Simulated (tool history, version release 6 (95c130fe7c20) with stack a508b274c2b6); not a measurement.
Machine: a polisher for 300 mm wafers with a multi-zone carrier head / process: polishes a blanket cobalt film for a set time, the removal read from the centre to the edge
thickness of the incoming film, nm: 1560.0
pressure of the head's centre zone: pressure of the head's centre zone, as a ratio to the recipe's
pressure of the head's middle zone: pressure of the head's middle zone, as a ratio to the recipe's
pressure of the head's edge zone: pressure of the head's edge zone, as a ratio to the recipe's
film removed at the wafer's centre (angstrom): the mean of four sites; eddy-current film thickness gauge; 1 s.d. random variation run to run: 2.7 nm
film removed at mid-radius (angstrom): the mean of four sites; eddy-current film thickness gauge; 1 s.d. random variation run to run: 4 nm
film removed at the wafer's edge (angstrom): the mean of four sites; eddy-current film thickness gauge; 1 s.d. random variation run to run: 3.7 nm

run  hour  flow of slurry (ml/min)  pressure of the head's centre zone  pressure of the head's middle zone  pressure of the head's edge zone  polishing time (s)  film removed at the wafer's centre (angstrom)  film removed at mid-radius (angstrom)  film removed at the wafer's edge (angstrom)
  1     0                      275                                   1                                   1                                 1                  72                                         3836.2                                 4025.1                                       3904.6
  2   3.3                      275                                   1                                0.93                                 1                  72                                         3931.7                                   3651                                       4019.4
  3   7.2                      275                                   1                                0.93                              0.95                  72                                         3811.4                                 3681.6                                       3907.7
  4   9.3                      275                                   1                                0.93                              0.94                  67                                         3650.5                                 3393.9                                       3572.4
  5    15                      275                                0.98                                0.93                              0.93                  64                                         3419.2                                 3176.1                                       3449.8
  6  17.3                      275                                0.98                                0.93                              0.86                  64                                         3330.5                                 3291.8                                       3391.2
  7    22                      275                                0.98                                0.93                              0.86                  61                                           3232                                 3176.1                                       3208.7
  8  28.3                      275                                0.97                                0.93                              0.86                  59                                           3075                                   3023                                       3126.5

Predict the results of run 9:
  9  32.5                      275                                0.97                                0.93                              0.85                  57                                              ?                                      ?                                            ?

film removed at the wafer's centre (angstrom): 2997.3
film removed at mid-radius (angstrom): 2899.8
film removed at the wafer's edge (angstrom): 2928.2
